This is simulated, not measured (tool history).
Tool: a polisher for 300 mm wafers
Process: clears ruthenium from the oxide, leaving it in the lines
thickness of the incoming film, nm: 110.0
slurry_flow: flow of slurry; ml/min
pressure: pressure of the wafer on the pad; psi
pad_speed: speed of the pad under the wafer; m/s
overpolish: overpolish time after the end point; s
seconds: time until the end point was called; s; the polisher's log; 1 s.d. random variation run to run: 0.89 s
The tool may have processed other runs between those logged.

run,hour,slurry_flow,pressure,pad_speed,overpolish,seconds
1,0,190,2.5,1.14,12,65.193
2,3.6,190,3,1.14,12,55.992
3,9.5,220,3,1.14,12,56.855
4,13.1,185,3,1.14,12,57.75
5,14.2,185,3.1,1.16,12,54.555
6,17.7,185,3.2,1.16,12,52.102
7,18.7,185,3.3,1.16,12,52.472

Predict the results of run 8:
8,21.5,185,3.4,1.16,12,?

seconds: 51.609 s
